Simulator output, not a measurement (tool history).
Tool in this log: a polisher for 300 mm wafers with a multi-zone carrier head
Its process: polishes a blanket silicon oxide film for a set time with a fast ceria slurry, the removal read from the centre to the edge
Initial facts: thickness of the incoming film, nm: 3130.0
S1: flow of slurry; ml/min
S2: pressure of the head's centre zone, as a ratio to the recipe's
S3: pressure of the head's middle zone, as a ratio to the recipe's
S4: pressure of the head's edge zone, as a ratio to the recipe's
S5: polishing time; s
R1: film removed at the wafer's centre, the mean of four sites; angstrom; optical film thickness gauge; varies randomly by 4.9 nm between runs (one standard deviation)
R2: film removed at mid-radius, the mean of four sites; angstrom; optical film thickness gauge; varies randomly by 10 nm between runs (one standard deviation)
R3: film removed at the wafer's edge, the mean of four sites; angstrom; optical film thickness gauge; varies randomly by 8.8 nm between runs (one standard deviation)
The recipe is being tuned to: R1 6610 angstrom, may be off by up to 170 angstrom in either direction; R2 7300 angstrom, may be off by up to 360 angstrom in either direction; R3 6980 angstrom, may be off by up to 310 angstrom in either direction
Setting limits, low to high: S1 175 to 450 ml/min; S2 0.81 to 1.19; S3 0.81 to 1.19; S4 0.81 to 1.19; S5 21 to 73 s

| run | day | S1 | S2 | S3 | S4 | S5 | R1 | R2 | R3 |
|---|---|---|---|---|---|---|---|---|---|
| 1 | 0 | 290 | 1 | 1 | 1 | 47 | 8318.2 | 8235.2 | 8263.8 |
| 2 | 0.354 | 290 | 1 | 1 | 1 | 54 | 9360.9 | 9489.2 | 9414.1 |
| 3 | 0.512 | 355 | 1 | 1 | 1 | 54 | 9653.4 | 9720.2 | 9831.8 |
| 4 | 0.733 | 355 | 1 | 1 | 1 | 48 | 8522.5 | 8827.2 | 8659.7 |
| 5 | 0.938 | 290 | 1 | 1 | 1 | 48 | 8415.6 | 8553.5 | 8619.9 |
| 6 | 1.067 | 290 | 1 | 1 | 1 | 53 | 9196.9 | 9254.9 | 9497.8 |
| 7 | 1.375 | 295 | 0.97 | 0.99 | 0.97 | 50 | 8469.5 | 8726.2 | 8894.2 |
| 8 | 1.621 | 290 | 0.96 | 1 | 0.96 | 47 | 7876.9 | 8307.2 | 8492.1 |
| 9 | 1.675 | 335 | 0.95 | 1.04 | 0.86 | 36 | 6075.7 | 6653.9 | 6170.9 |
| 10 | 1.829 | 335 | 0.95 | 1.04 | 0.89 | 37 | 6143.8 | 6938.1 | 6404 |
| 11 | 2.188 | 360 | 1 | 1.01 | 0.99 | 39 | 6930.6 | 7065.6 | 7144 |
| 12 | 2.446 | 360 | 0.99 | 1.02 | 0.98 | 39 | 6818.5 | 7172.7 | 7076.7 |
| 13 | 2.629 | 360 | 0.98 | 1.03 | 0.98 | 39 | 6879.1 | 7189.5 | 7103.3 |
| 14 | 2.667 | 360 | 0.98 | 1.03 | 0.98 | 39 | 6828.5 | 7153.4 | 7038.8 |

4 candidate next runs follow, results not yet known. Just one meets every target within its allowed miss. Identify it.
| A | 2.704 | 275 | 0.99 | 1.02 | 0.88 | 41 | ? | ? | ? |
| B | 2.704 | 365 | 0.98 | 1.04 | 0.92 | 41 | ? | ? | ? |
| C | 2.704 | 295 | 0.96 | 1.06 | 1 | 39 | ? | ? | ? |
| D | 2.704 | 300 | 0.99 | 0.94 | 0.99 | 40 | ? | ? | ? |

| move | R1 | R2 | R3 |
|---|---|---|---|
| A | 6962.2 | 7217.1 | 6977.1 |
| B | 7111 | 7546.6 | 7245.8 |
| C | 6478.6 | 7149.2 | 7006.9 |
| D | 6861.9 | 6636.4 | 7179.3 |
A: its largest miss is bigger than the last run's
B: its largest miss is bigger than the last run's
C: all results in spec
D: its largest miss is bigger than the last run's
C is the move that brings every result within its allowed miss.

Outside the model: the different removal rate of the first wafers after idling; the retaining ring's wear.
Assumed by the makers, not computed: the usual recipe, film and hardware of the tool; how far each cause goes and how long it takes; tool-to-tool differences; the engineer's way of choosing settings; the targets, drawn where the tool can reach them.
